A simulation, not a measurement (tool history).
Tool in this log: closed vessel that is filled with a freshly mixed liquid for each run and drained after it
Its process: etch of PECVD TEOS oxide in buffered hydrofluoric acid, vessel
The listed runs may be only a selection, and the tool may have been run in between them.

| run | day | temperature setpoint of the liquid (°C) | parts of 40 % ammonium fluoride to one part of 49 % hydrofluoric acid (parts by volume) | time in the liquid (s) | thickness taken off the PECVD TEOS oxide on a monitor wafer (Å) |
|---|---|---|---|---|---|
| 1 | 0 | 24 | 17 | 30 | 214.16 |
| 2 | 0.117 | 25 | 17 | 30 | 228.81 |
| 3 | 0.275 | 25 | 13 | 30 | 294.68 |
| 4 | 0.346 | 25 | 10.5 | 30 | 364.75 |
| 5 | 0.425 | 25 | 10.5 | 30 | 359.06 |
| 6 | 0.646 | 24 | 10.5 | 30 | 348.15 |
| 7 | 0.904 | 23 | 10.5 | 30 | 325.08 |
| 8 | 1 | 22.5 | 10.5 | 30 | 318.19 |

What does the tool deliver on the next run?
| 9 | 1.233 | 22 | 10.5 | 30 | ? |

thickness taken off the PECVD TEOS oxide on a monitor wafer (Å): 309.07

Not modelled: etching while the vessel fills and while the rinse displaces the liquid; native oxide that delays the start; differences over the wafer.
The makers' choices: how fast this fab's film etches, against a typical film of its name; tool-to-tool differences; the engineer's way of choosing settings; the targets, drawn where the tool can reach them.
